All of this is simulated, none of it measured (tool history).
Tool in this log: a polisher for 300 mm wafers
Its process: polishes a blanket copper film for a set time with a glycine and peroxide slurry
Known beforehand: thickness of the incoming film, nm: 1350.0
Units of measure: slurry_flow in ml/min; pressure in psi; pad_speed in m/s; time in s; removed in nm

| run | hour | slurry_flow | pressure | pad_speed | time | removed |
|---|---|---|---|---|---|---|
| 1 | 0 | 275 | 1.7 | 1.26 | 88 | 406.85 |
| 2 | 2.6 | 275 | 1.6 | 1.26 | 88 | 386.94 |
| 3 | 5.9 | 275 | 1.5 | 1.26 | 88 | 359.8 |
| 4 | 7.1 | 275 | 1.4 | 1.26 | 88 | 348.39 |
| 5 | 9 | 275 | 1.3 | 1.26 | 88 | 327.29 |
| 6 | 9.6 | 335 | 1.3 | 1.26 | 88 | 335.93 |

Run 7 comes next. What will it give?
| 7 | 10.2 | 330 | 0.8 | 1.22 | 88 | ? |

Run 7 yielded removed 239.86 nm.

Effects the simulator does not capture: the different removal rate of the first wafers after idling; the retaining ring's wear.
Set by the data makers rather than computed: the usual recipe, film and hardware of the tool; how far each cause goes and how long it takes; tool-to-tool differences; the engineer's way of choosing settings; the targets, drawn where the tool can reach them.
